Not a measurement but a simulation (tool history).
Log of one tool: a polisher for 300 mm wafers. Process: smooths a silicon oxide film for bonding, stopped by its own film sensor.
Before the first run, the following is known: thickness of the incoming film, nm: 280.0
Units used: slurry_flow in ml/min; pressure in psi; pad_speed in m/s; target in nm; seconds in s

run	hour	slurry_flow	pressure	pad_speed	slurry_solids	target	seconds
1	0	245	2	0.92	1	252	43.088
2	5.4	245	2	0.92	1	255	38.635
3	13.2	245	2.1	0.92	1	255	36.647
4	21.8	245	2.1	0.92	1	252	40.175
5	29.2	245	2.2	0.92	1	252	39.388
6	37.9	245	2.2	0.92	0.85	252	41.292
7	43.2	245	2.3	0.92	0.85	252	39.274

What will run 8 give?
8	47.4	245	2.4	0.92	0.85	252	?

seconds: 37.489 s

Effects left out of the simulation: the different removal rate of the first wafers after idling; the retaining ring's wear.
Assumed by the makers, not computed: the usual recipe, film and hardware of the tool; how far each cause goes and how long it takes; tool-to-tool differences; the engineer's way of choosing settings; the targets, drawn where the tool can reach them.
